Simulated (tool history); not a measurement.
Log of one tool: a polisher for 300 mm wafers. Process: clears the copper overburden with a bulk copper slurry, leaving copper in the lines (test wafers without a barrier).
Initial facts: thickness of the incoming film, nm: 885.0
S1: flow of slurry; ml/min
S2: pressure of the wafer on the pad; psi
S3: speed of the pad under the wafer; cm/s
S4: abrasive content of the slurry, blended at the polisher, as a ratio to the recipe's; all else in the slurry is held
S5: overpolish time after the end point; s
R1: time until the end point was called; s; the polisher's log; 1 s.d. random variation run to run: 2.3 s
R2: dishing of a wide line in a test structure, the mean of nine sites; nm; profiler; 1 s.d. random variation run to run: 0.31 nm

| run | hour | S1 | S2 | S3 | S4 | S5 | R1 | R2 |
|---|---|---|---|---|---|---|---|---|
| 1 | 0.0 | 270 | 2.1 | 132 | 1.00 | 28 | 133.60 | 74.487 |
| 2 | 4.4 | 270 | 1.6 | 132 | 1.00 | 28 | 155.16 | 66.617 |
| 3 | 5.8 | 270 | 1.6 | 150 | 1.00 | 28 | 135.61 | 71.680 |
| 4 | 8.6 | 270 | 1.3 | 150 | 1.00 | 28 | 151.66 | 67.144 |
| 5 | 9.8 | 270 | 1.6 | 150 | 1.00 | 28 | 136.67 | 71.866 |
| 6 | 18.0 | 295 | 1.5 | 140 | 1.10 | 25 | 145.15 | 64.071 |
| 7 | 23.8 | 315 | 1.4 | 132 | 1.15 | 22 | 158.88 | 56.706 |
| 8 | 29.1 | 390 | 1.0 | 106 | 1.40 | 8 | 223.16 | 21.374 |
| 9 | 36.2 | 390 | 1.0 | 106 | 1.40 | 8 | 219.27 | 21.464 |
| 10 | 43.0 | 385 | 1.1 | 106 | 1.40 | 8 | 211.59 | 22.271 |
| 11 | 50.6 | 380 | 1.2 | 106 | 1.40 | 8 | 204.74 | 22.837 |
| 12 | 57.6 | 380 | 1.2 | 106 | 1.40 | 8 | 210.49 | 23.065 |
| 13 | 65.2 | 380 | 1.7 | 108 | 1.40 | 11 | 162.65 | 35.572 |
|  | 68.9 | head pressure recalibrated |
| 14 | 68.9 | 385 | 1.6 | 110 | 1.40 | 10 | 157.08 | 33.758 |
| 15 | 75.8 | 390 | 1.4 | 112 | 1.45 | 9 | 164.82 | 30.372 |

The next listed run, before its measurement:
| 16 | 83.6 | 390 | 1.4 | 112 | 1.45 | 9 | ? | ? |

Run 16 yielded R1 164.26 s, R2 30.306 nm.
